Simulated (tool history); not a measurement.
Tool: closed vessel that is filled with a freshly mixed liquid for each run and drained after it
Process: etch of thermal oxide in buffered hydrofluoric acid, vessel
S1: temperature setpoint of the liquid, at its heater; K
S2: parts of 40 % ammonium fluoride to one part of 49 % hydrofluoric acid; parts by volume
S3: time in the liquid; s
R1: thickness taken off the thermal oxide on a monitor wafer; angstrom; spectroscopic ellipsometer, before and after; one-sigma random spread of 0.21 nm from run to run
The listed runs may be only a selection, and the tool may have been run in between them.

Run 1, hour 0: S1 295.15 K, S2 9.5 parts by volume, S3 30 s. Result: R1 346.86 angstrom.
Run 2, hour 2.8: S1 293.65 K, S2 10 parts by volume, S3 30 s. Result: R1 298.82 angstrom.
Run 3, hour 7.9: S1 297.15 K, S2 10 parts by volume, S3 30 s. Result: R1 364.83 angstrom.
Run 4, hour 13.5: S1 297.15 K, S2 10 parts by volume, S3 30 s. Result: R1 366.06 angstrom.
Run 5, hour 22.5: S1 295.15 K, S2 10.5 parts by volume, S3 30 s. Result: R1 314.02 angstrom.
Run 6, hour 27: S1 292.65 K, S2 10.5 parts by volume, S3 30 s. Result: R1 280.15 angstrom.
Run 7, hour 35.9: S1 292.15 K, S2 11 parts by volume, S3 30 s. Result: R1 254.48 angstrom.

What will run 8 give?
Run 8, hour 41.4: S1 291.65 K, S2 11 parts by volume, S3 30 s. Result: R1 ?.

R1: 245.78 angstrom
